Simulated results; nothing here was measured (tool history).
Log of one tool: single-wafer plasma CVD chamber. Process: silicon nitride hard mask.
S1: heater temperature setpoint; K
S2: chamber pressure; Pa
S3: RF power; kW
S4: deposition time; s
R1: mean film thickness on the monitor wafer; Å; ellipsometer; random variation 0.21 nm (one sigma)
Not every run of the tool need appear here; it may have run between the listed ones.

run,day,S1,S2,S3,S4,R1
1,0,663.15,187,0.265,67.4,614.7
2,0.1,663.15,187,0.23,67.4,538.03
3,0.271,663.15,184,0.23,67.4,534.75
4,0.642,663.15,181,0.23,67.4,531.11
5,0.829,663.15,201,0.23,67.4,548.39
6,0.975,670.15,201,0.23,67.4,549.67
7,1.338,670.15,197,0.23,67.4,546.37

Predict the results of run 8:
8,1.508,670.15,195,0.23,67.4,?

R1: 540.64 Å
